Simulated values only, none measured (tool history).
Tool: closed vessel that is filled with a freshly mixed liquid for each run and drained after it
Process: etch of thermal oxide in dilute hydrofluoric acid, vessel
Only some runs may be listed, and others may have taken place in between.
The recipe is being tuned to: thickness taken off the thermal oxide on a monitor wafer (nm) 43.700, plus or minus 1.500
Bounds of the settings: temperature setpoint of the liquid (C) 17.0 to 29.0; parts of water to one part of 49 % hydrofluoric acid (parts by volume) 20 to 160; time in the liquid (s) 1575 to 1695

run	day	temperature setpoint of the liquid (C)	parts of water to one part of 49 % hydrofluoric acid (parts by volume)	time in the liquid (s)	thickness taken off the thermal oxide on a monitor wafer (nm)
1	0.000	21.0	90	1575	67.840
2	0.229	21.0	120	1575	50.251
3	0.358	24.5	120	1575	56.641
4	0.583	23.5	120	1575	54.568
5	0.621	22.5	120	1575	52.380
6	0.967	22.5	120	1575	52.274
7	1.029	21.5	120	1575	51.079
8	1.179	20.5	120	1575	48.145
9	1.379	20.0	120	1575	47.693
10	1.438	19.5	120	1575	46.585
11	1.658	19.0	120	1575	45.229

Consider the 5 candidate settings below. Which is the only one whose results all fall within their allowed miss of target?
A	1.879	19.5	125	1635	?
B	1.879	23.0	135	1605	?
C	1.879	20.0	125	1620	?
D	1.879	17.0	120	1625	?
E	1.879	18.0	115	1660	?

move	thickness taken off the thermal oxide on a monitor wafer (nm)
A	46.649
B	48.207
C	47.167
D	43.800
E	48.921
A: lands further from the targets than the last run did
B: lands further from the targets than the last run did
C: lands further from the targets than the last run did
D: every result within its allowed miss
E: lands further from the targets than the last run did
The right move is D.
